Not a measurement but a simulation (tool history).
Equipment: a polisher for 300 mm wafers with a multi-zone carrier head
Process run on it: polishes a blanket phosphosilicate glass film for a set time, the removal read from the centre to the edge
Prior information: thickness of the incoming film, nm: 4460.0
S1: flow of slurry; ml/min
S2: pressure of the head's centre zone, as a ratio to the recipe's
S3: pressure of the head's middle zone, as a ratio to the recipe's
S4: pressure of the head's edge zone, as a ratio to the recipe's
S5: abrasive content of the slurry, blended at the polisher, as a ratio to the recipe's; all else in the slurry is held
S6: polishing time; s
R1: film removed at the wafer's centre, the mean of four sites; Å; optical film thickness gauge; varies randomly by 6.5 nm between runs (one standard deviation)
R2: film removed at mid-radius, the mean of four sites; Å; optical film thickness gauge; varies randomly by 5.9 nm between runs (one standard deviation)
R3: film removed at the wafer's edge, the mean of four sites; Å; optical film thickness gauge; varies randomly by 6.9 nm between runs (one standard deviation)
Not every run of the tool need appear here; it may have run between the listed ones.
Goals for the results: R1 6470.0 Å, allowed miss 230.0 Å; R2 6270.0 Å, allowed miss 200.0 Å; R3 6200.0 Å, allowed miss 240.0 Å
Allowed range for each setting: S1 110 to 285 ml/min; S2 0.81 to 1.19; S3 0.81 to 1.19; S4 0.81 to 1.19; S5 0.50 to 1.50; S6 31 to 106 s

Run 1, day 0.000: S1 180 ml/min, S2 1.00, S3 1.00, S4 1.00, S5 1.00, S6 68 s. Result: R1 5323.9 Å, R2 5377.1 Å, R3 5171.1 Å.
Run 2, day 0.200: S1 180 ml/min, S2 1.00, S3 1.00, S4 1.00, S5 1.10, S6 68 s. Result: R1 5781.0 Å, R2 5719.2 Å, R3 5494.6 Å.
Run 3, day 0.254: S1 190 ml/min, S2 1.00, S3 1.00, S4 1.02, S5 1.10, S6 68 s. Result: R1 5818.0 Å, R2 5790.8 Å, R3 5539.6 Å.
Run 4, day 0.317: S1 150 ml/min, S2 1.00, S3 1.00, S4 1.02, S5 1.10, S6 68 s. Result: R1 5477.6 Å, R2 5460.7 Å, R3 5498.8 Å.
Run 5, day 0.583: S1 165 ml/min, S2 1.01, S3 1.00, S4 1.04, S5 1.10, S6 68 s. Result: R1 5651.5 Å, R2 5529.2 Å, R3 5590.0 Å.
Run 6, day 0.733: S1 175 ml/min, S2 1.01, S3 1.01, S4 1.06, S5 1.10, S6 68 s. Result: R1 5749.4 Å, R2 5719.2 Å, R3 5608.3 Å.
Run 7, day 1.000: S1 180 ml/min, S2 1.01, S3 1.01, S4 1.08, S5 1.10, S6 68 s. Result: R1 5829.9 Å, R2 5696.4 Å, R3 5602.3 Å.
Run 8, day 1.342: S1 180 ml/min, S2 1.01, S3 1.01, S4 1.09, S5 1.15, S6 68 s. Result: R1 5934.9 Å, R2 5905.8 Å, R3 5783.7 Å.
Run 9, day 1.396: S1 180 ml/min, S2 1.01, S3 1.01, S4 1.10, S5 1.15, S6 68 s. Result: R1 5918.2 Å, R2 5947.8 Å, R3 5829.7 Å.
Run 10, day 1.496: S1 185 ml/min, S2 1.02, S3 1.01, S4 1.11, S5 1.15, S6 68 s. Result: R1 6006.9 Å, R2 5865.5 Å, R3 5835.9 Å.
Run 11, day 1.758: S1 190 ml/min, S2 1.02, S3 1.01, S4 1.12, S5 1.15, S6 68 s. Result: R1 6144.5 Å, R2 5921.8 Å, R3 5929.6 Å.
Run 12, day 2.017: S1 195 ml/min, S2 1.02, S3 1.01, S4 1.13, S5 1.15, S6 68 s. Result: R1 6022.4 Å, R2 6056.0 Å, R3 5947.9 Å.
Run 13, day 2.329: S1 200 ml/min, S2 1.03, S3 1.01, S4 1.14, S5 1.15, S6 68 s. Result: R1 6222.1 Å, R2 6019.1 Å, R3 6026.2 Å.
Run 14, day 2.567: S1 205 ml/min, S2 1.03, S3 1.01, S4 1.14, S5 1.15, S6 68 s. Result: R1 6182.1 Å, R2 6080.6 Å, R3 5892.7 Å.

Below are 5 possible settings for the next run. Only one of them brings all results inside the allowed miss of their targets. Which is it?
Run A, day 2.804: S1 175 ml/min, S2 0.96, S3 0.97, S4 1.12, S5 1.05, S6 77 s. Result: R1 ?, R2 ?, R3 ?.
Run B, day 2.804: S1 150 ml/min, S2 0.97, S3 0.98, S4 1.19, S5 1.25, S6 68 s. Result: R1 ?, R2 ?, R3 ?.
Run C, day 2.804: S1 250 ml/min, S2 1.11, S3 1.11, S4 1.09, S5 1.45, S6 55 s. Result: R1 ?, R2 ?, R3 ?.
Run D, day 2.804: S1 245 ml/min, S2 1.18, S3 1.10, S4 1.07, S5 1.10, S6 62 s. Result: R1 ?, R2 ?, R3 ?.
Run E, day 2.804: S1 185 ml/min, S2 1.06, S3 1.03, S4 1.15, S5 1.05, S6 74 s. Result: R1 ?, R2 ?, R3 ?.

move      R1      R2      R3
   A  5953.9  6068.5  6152.9
   B  5670.2  5789.6  5973.7
   C  6192.4  6066.9  5364.3
   D  6432.4  5879.7  5218.2
   E  6395.0  6192.1  5996.4
A: corrects the largest miss of the last run, while another result sits out of spec
B: corrects the largest miss of the last run, while another result sits out of spec
C: moves away from the targets compared with the last run
D: moves away from the targets compared with the last run
E: meets every target
E is the move that brings every result within its allowed miss.
